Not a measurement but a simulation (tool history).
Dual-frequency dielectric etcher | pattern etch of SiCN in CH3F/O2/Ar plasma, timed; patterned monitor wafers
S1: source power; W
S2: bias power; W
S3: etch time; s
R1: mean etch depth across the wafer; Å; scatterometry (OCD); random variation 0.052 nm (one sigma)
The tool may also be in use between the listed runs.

Run 1, hour 0: S1 290 W, S2 69 W, S3 36 s. Result: R1 112.8 Å.
Run 2, hour 4.1: S1 290 W, S2 75 W, S3 36 s. Result: R1 115.97 Å.
Run 3, hour 6.5: S1 290 W, S2 87 W, S3 36 s. Result: R1 121.36 Å.
Run 4, hour 12: S1 260 W, S2 87 W, S3 36 s. Result: R1 117.05 Å.
Run 5, hour 17.1: S1 260 W, S2 87 W, S3 33 s. Result: R1 106.81 Å.
Run 6, hour 24.6: S1 250 W, S2 87 W, S3 33 s. Result: R1 104.09 Å.
Run 7, hour 32.4: S1 240 W, S2 87 W, S3 33 s. Result: R1 104.23 Å.

The next listed run, before its measurement:
Run 8, hour 38.9: S1 210 W, S2 85 W, S3 33 s. Result: R1 ?.

{"run 8": {"R1": 98.472}}

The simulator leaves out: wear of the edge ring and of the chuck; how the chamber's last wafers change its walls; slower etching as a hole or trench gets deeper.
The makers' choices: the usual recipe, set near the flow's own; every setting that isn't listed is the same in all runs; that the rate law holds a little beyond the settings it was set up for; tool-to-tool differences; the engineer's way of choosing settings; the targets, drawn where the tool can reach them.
